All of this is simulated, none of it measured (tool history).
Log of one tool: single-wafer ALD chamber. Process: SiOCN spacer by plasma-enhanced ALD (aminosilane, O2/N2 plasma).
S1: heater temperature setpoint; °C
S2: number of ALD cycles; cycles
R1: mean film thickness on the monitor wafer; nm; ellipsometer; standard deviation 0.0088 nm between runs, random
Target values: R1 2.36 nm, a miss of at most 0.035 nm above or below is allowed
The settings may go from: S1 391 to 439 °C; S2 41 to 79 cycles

run 1 day=0 | S1=415 S2=60 | R1=3.3209
run 2 day=0.038 | S1=415 S2=53 | R1=2.9604
run 3 day=0.121 | S1=419 S2=51 | R1=2.8259
run 4 day=0.3 | S1=422 S2=49 | R1=2.6907
run 5 day=0.604 | S1=422 S2=56 | R1=3.0705
run 6 day=0.812 | S1=416 S2=56 | R1=3.1311
run 7 day=0.871 | S1=420 S2=53 | R1=2.9074
run 8 day=0.892 | S1=432 S2=43 | R1=2.2853
run 9 day=1.225 | S1=431 S2=43 | R1=2.2841
run 10 day=1.4 | S1=431 S2=43 | R1=2.2989
run 11 day=1.633 | S1=430 S2=43 | R1=2.2983
run 12 day=1.7 | S1=430 S2=43 | R1=2.3005
run 13 day=1.842 | S1=424 S2=44 | R1=2.3974

5 candidate next runs follow, results not yet known. Just one meets every target within its allowed miss. Identify it.
run A day=1.983 | S1=427 S2=46 | R1=?
run B day=1.983 | S1=431 S2=44 | R1=?
run C day=1.983 | S1=427 S2=45 | R1=?
run D day=1.983 | S1=424 S2=45 | R1=?
run E day=1.983 | S1=420 S2=44 | R1=?

move=A R1=2.499
move=B R1=2.3626
move=C R1=2.4446
move=D R1=2.4659
move=E R1=2.4389
A: further off than the last run
B: hits every target within its allowed miss
C: further off than the last run
D: further off than the last run
E: further off than the last run
The move that meets every target is B.

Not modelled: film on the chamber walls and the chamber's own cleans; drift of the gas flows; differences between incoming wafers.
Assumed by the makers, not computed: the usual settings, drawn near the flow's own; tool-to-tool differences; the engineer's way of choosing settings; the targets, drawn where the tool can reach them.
